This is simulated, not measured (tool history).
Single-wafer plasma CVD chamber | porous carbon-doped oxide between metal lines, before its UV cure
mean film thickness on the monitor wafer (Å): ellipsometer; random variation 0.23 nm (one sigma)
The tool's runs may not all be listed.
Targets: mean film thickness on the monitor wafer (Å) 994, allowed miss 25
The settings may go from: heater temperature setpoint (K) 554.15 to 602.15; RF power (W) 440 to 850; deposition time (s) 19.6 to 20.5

| run | day | heater temperature setpoint (K) | RF power (W) | deposition time (s) | mean film thickness on the monitor wafer (Å) |
|---|---|---|---|---|---|
| 1 | 0 | 578.15 | 645 | 20.5 | 1192.8 |
| 2 | 0.158 | 581.15 | 630 | 20.5 | 1153.2 |
| 3 | 0.212 | 583.15 | 620 | 20.5 | 1129.9 |
| 4 | 0.383 | 575.15 | 620 | 20.5 | 1182.9 |
| 5 | 0.421 | 578.15 | 610 | 20.5 | 1146.6 |
| 6 | 0.762 | 581.15 | 605 | 20.5 | 1123.6 |
| 7 | 0.983 | 583.15 | 600 | 20.5 | 1103.5 |
|  | 1.008 | RF generator calibrated |
| 8 | 1.008 | 585.15 | 595 | 20.5 | 1121.6 |
| 9 | 1.325 | 585.15 | 575 | 20.4 | 1092.2 |
| 10 | 1.467 | 586.15 | 565 | 20.3 | 1064.1 |
| 11 | 1.758 | 587.15 | 560 | 20.3 | 1052.9 |

4 next moves are on the table. One of them brings every result within its allowed miss. Which?
| A | 2.05 | 586.15 | 570 | 20.5 | ? |
| B | 2.05 | 584.15 | 625 | 20.5 | ? |
| C | 2.05 | 589.15 | 540 | 19.9 | ? |
| D | 2.05 | 587.15 | 590 | 20.5 | ? |

| move | mean film thickness on the monitor wafer (Å) |
|---|---|
| A | 1084.3 |
| B | 1168.9 |
| C | 998.56 |
| D | 1105.8 |
A: further off than the last run
B: further off than the last run
C: meets every target
D: further off than the last run
Answer: C
